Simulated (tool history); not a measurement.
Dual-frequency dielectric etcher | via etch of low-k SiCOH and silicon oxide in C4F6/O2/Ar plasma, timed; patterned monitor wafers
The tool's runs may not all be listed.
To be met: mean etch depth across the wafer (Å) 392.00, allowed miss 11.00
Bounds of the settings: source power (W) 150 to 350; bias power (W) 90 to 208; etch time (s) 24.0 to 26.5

| run | hour | source power (W) | bias power (W) | etch time (s) | mean etch depth across the wafer (Å) |
|---|---|---|---|---|---|
| 1 | 0.0 | 250 | 149 | 26.5 | 556.11 |
| 2 | 4.7 | 250 | 149 | 24.0 | 504.51 |
| 3 | 10.2 | 280 | 149 | 24.0 | 538.42 |
| 4 | 11.2 | 280 | 149 | 26.5 | 596.45 |
| 5 | 13.9 | 280 | 149 | 26.5 | 596.95 |
| 6 | 17.2 | 280 | 175 | 26.5 | 623.71 |
| 7 | 18.4 | 250 | 158 | 26.0 | 555.55 |
| 8 | 27.1 | 230 | 145 | 25.5 | 503.87 |
| 9 | 31.5 | 210 | 138 | 25.0 | 456.55 |
| 10 | 38.8 | 200 | 136 | 25.0 | 439.40 |
| 11 | 43.4 | 190 | 135 | 25.0 | 421.17 |
| 12 | 48.2 | 180 | 134 | 25.0 | 404.45 |
| 13 | 55.2 | 170 | 132 | 25.0 | 378.26 |

5 next moves are on the table. One of them brings every result within its allowed miss. Which?
| A | 62.2 | 170 | 116 | 25.0 | ? |
| B | 62.2 | 170 | 129 | 24.0 | ? |
| C | 62.2 | 170 | 144 | 25.0 | ? |
| D | 62.2 | 170 | 119 | 25.0 | ? |
| E | 62.2 | 160 | 130 | 25.5 | ? |

| move | mean etch depth across the wafer (Å) |
|---|---|
| A | 365.60 |
| B | 362.02 |
| C | 389.78 |
| D | 368.30 |
| E | 359.83 |
A: further off than the last run
B: further off than the last run
C: meets every target
D: further off than the last run
E: further off than the last run
Answer: C
